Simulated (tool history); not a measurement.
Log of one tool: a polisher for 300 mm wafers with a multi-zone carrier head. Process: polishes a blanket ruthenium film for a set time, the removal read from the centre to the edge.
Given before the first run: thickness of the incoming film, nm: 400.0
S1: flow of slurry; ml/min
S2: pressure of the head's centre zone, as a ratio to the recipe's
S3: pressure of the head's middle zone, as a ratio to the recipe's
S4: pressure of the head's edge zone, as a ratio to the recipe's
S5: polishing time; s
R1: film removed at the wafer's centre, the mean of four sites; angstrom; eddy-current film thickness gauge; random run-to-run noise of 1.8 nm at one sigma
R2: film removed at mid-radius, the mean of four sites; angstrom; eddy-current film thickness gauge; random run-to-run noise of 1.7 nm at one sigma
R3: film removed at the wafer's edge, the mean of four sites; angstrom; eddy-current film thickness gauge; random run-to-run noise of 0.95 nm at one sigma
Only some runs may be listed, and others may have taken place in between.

| run | day | S1 | S2 | S3 | S4 | S5 | R1 | R2 | R3 |
|---|---|---|---|---|---|---|---|---|---|
| 1 | 0 | 260 | 1 | 1 | 1 | 74 | 988.29 | 1031.5 | 1025.6 |
| 2 | 0.288 | 260 | 1 | 1 | 1 | 55 | 738.69 | 756.22 | 736.9 |
| 3 | 0.583 | 270 | 1.04 | 1.01 | 1.04 | 63 | 892.25 | 856.59 | 877.98 |
| 4 | 0.762 | 270 | 1.08 | 1.01 | 1.04 | 63 | 927.65 | 859.31 | 879.51 |
| 5 | 0.883 | 270 | 1.08 | 0.93 | 1.04 | 63 | 917.27 | 809.73 | 876.9 |
| 6 | 1.196 | 275 | 1.09 | 0.98 | 1.06 | 68 | 1004.6 | 927.21 | 959.55 |

Run 7, settings as shown, results not yet in. Your forecast:
| 7 | 1.308 | 280 | 1.1 | 0.99 | 1.09 | 71 | ? | ? | ? |

R1: 1034.6 angstrom
R2: 1007.7 angstrom
R3: 1010.7 angstrom
